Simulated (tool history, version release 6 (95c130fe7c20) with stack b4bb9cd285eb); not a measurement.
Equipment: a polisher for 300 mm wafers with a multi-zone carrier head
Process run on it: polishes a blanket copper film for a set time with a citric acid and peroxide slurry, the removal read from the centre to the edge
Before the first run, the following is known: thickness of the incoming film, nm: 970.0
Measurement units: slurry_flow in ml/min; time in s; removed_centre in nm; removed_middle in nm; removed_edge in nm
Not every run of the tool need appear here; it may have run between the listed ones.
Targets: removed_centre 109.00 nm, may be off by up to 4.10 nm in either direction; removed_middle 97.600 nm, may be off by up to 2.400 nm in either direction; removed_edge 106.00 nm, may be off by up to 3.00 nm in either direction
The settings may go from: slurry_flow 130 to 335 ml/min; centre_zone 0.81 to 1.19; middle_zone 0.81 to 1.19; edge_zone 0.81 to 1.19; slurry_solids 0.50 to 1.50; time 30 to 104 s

run  hour  slurry_flow  centre_zone  middle_zone  edge_zone  slurry_solids  time  removed_centre  removed_middle  removed_edge
  1   0.0          215         1.00         1.00       1.00           1.00    67          127.03         129.280        124.85
  2   7.2          180         1.00         1.00       1.00           1.00    67          125.43         125.130        125.59
  3  16.3          180         0.99         0.96       0.97           0.90    67          121.34         119.010        121.43
  4  22.0          180         0.99         0.93       0.95           0.80    67          117.89         112.740        114.79
  5  28.8          180         0.99         0.93       0.91           0.80    67          120.19         113.460        115.56
  6  30.7          180         0.98         0.90       0.91           0.75    67          116.24         107.750        113.69
     39.5  -- slurry nozzle cleaned
  7  39.5          180         0.98         0.89       0.90           0.70    67          118.77         109.790        113.36
  8  44.9          170         0.97         0.87       0.90           0.65    67          116.47         105.220        113.49
  9  50.0          170         0.96         0.86       0.89           0.60    66          111.71         101.990        108.89
 10  52.9          165         0.96         0.85       0.88           0.60    66          109.98         100.450        109.32
 11  60.9          160         0.96         0.85       0.87           0.60    66          109.60         100.730        107.59

5 candidate next runs follow, results not yet known. Just one meets every target within its allowed miss. Identify it.
  A  68.9          160         0.98         0.83       0.90           0.60    69               ?               ?             ?
  B  68.9          195         1.08         0.94       0.84           0.60    62               ?               ?             ?
  C  68.9          165         0.90         0.81       0.92           0.50    69               ?               ?             ?
  D  68.9          165         1.00         0.89       0.81           0.70    66               ?               ?             ?
  E  68.9          175         0.96         0.84       0.88           0.65    63               ?               ?             ?

move  removed_centre  removed_middle  removed_edge
   A          118.41         101.910        114.08
   B          117.32         103.760        100.86
   C          108.47          97.337        112.17
   D          118.57         106.400        107.09
   E          109.22          96.256        105.29
A: lands further from the targets than the last run did
B: lands further from the targets than the last run did
C: brings the result that was furthest off to its target, and leaves another outside
D: lands further from the targets than the last run did
E: in spec on every target
E meets every target.
